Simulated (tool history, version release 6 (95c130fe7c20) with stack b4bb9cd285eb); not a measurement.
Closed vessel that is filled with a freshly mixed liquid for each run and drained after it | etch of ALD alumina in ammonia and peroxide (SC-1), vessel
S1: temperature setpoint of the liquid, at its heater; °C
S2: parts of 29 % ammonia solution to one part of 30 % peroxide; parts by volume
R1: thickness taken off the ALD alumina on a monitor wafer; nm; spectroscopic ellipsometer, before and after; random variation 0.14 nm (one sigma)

{"run": 1, "hour": 0.0, "S1": 49, "S2": 0.6, "time in the liquid (s)": 435, "R1": 22.17}
{"run": 2, "hour": 2.6, "S1": 50, "S2": 0.6, "time in the liquid (s)": 435, "R1": 23.551}
{"run": 3, "hour": 12.2, "S1": 51, "S2": 0.6, "time in the liquid (s)": 435, "R1": 24.506}
{"run": 4, "hour": 20.3, "S1": 51.5, "S2": 0.6, "time in the liquid (s)": 435, "R1": 25.658}
{"run": 5, "hour": 24.4, "S1": 47.5, "S2": 0.6, "time in the liquid (s)": 435, "R1": 20.449}
{"run": 6, "hour": 29.0, "S1": 49, "S2": 0.6, "time in the liquid (s)": 435, "R1": 22.219}
{"run": 7, "hour": 37.2, "S1": 50, "S2": 0.6, "time in the liquid (s)": 435, "R1": 23.483}
{"run": 8, "hour": 40.9, "S1": 51, "S2": 0.6, "time in the liquid (s)": 435, "R1": 24.947}

Run 9 comes next. What will it give?
{"run": 9, "hour": 50.6, "S1": 51.5, "S2": 0.6, "time in the liquid (s)": 435, "R1": "?"}

Run 9 gave R1 25.235 nm.

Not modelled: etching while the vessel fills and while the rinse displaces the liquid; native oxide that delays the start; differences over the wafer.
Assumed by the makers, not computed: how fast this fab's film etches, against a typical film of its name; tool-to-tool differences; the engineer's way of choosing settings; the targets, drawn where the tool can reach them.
